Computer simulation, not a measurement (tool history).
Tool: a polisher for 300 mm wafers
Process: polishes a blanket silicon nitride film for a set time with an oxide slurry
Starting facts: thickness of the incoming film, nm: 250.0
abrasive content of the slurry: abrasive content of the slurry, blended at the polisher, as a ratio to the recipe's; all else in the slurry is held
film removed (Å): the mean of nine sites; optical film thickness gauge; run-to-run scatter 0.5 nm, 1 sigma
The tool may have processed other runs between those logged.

run,hour,flow of slurry (ml/min),pressure of the wafer on the pad (psi),speed of the pad under the wafer (m/s),abrasive content of the slurry,polishing time (s),film removed (Å)
1,0.0,290,2.8,0.92,1.0,117,635.19
2,4.5,290,3.1,0.92,1.0,117,677.16
3,10.7,290,2.9,0.90,1.0,117,639.75
4,13.2,290,2.7,0.88,1.0,117,589.51
5,21.3,290,2.7,0.88,1.0,122,611.94
6,29.4,290,2.5,0.86,1.0,122,555.35

What does the tool deliver on the next run?
7,32.7,290,2.4,0.86,1.0,122,?

{"run 7": {"film removed (Å)": 540.94}}
